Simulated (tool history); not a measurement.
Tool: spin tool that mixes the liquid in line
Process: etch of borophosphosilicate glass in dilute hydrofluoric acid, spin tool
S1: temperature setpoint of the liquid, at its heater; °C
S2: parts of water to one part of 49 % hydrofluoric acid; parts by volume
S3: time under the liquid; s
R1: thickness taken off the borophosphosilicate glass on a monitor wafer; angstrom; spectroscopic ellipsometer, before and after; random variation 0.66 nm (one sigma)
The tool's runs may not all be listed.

run 1 day=0 | S1=21 S2=65 S3=45 | R1=313.9
run 2 day=0.175 | S1=21 S2=65 S3=50 | R1=346.15
run 3 day=0.412 | S1=22.5 S2=60 S3=50 | R1=397.93
run 4 day=0.488 | S1=23.5 S2=55 S3=50 | R1=461.42
run 5 day=0.696 | S1=23.5 S2=45 S3=50 | R1=577.82
run 6 day=1 | S1=23.5 S2=45 S3=50 | R1=570.44

Forecast run 7:
run 7 day=1.275 | S1=24.5 S2=45 S3=50 | R1=?

R1: 607.21 angstrom
